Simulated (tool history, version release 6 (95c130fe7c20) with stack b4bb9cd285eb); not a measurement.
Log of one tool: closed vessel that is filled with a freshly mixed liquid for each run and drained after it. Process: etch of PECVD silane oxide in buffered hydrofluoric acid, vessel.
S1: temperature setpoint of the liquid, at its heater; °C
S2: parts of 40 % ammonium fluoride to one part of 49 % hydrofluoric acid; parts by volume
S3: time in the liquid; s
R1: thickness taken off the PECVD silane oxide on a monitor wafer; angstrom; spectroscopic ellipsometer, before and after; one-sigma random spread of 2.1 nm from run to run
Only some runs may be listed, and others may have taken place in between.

{"run": 1, "hour": 0.0, "S1": 23.0, "S2": 13.5, "S3": 90, "R1": 1681.7}
{"run": 2, "hour": 3.0, "S1": 24.5, "S2": 12.5, "S3": 90, "R1": 1958.8}
{"run": 3, "hour": 7.1, "S1": 25.5, "S2": 12.0, "S3": 90, "R1": 2180.2}
{"run": 4, "hour": 10.7, "S1": 25.5, "S2": 12.0, "S3": 100, "R1": 2413.6}
{"run": 5, "hour": 13.7, "S1": 26.5, "S2": 11.5, "S3": 100, "R1": 2668.3}
{"run": 6, "hour": 18.8, "S1": 30.0, "S2": 11.5, "S3": 100, "R1": 3210.5}
{"run": 7, "hour": 20.8, "S1": 30.0, "S2": 11.5, "S3": 100, "R1": 3198.1}
{"run": 8, "hour": 28.5, "S1": 30.0, "S2": 11.0, "S3": 100, "R1": 3368.1}

Estimate the outcome of run 9 from the log above:
{"run": 9, "hour": 34.2, "S1": 30.5, "S2": 10.5, "S3": 100, "R1": "?"}

R1: 3589.2 angstrom
